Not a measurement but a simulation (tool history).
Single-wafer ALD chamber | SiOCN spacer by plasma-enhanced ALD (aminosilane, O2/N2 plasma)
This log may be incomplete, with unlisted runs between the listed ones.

| run | hour | heater temperature setpoint (°C) | number of ALD cycles (cycles) | mean film thickness on the monitor wafer (angstrom) |
|---|---|---|---|---|
| 1 | 0.0 | 405 | 77 | 49.099 |
| 2 | 4.1 | 402 | 78 | 49.767 |
| 3 | 11.6 | 407 | 78 | 49.070 |
| 4 | 13.7 | 414 | 78 | 47.945 |
| 5 | 18.3 | 409 | 79 | 49.214 |
| 6 | 23.7 | 409 | 73 | 45.808 |
| 7 | 32.3 | 404 | 75 | 47.728 |

Predict the results of run 8:
| 8 | 41.0 | 400 | 77 | ? |

{"run 8": {"mean film thickness on the monitor wafer (angstrom)": 49.458}}
